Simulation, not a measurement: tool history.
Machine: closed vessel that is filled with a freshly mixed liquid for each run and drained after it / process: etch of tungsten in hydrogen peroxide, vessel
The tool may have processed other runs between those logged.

| run | hour | temperature setpoint of the liquid (K) | concentration of hydrogen peroxide in the mixed liquid (% by weight) | time in the liquid (s) | thickness taken off the tungsten on a monitor wafer (nm) |
|---|---|---|---|---|---|
| 1 | 0 | 329.15 | 18 | 90 | 345.4 |
| 2 | 5.8 | 326.65 | 18 | 90 | 297.88 |
| 3 | 8.1 | 326.65 | 20.5 | 90 | 317.07 |
| 4 | 10.3 | 326.65 | 17.5 | 90 | 291.92 |
| 5 | 17.5 | 326.65 | 20.5 | 90 | 318.17 |
| 6 | 26 | 326.65 | 20.5 | 95 | 334.6 |
| 7 | 28.9 | 324.15 | 20.5 | 95 | 290.85 |
| 8 | 34.4 | 316.15 | 20.5 | 95 | 176.39 |

What will run 9 give?
| 9 | 41.4 | 316.65 | 20.5 | 95 | ? |

thickness taken off the tungsten on a monitor wafer (nm): 180.76
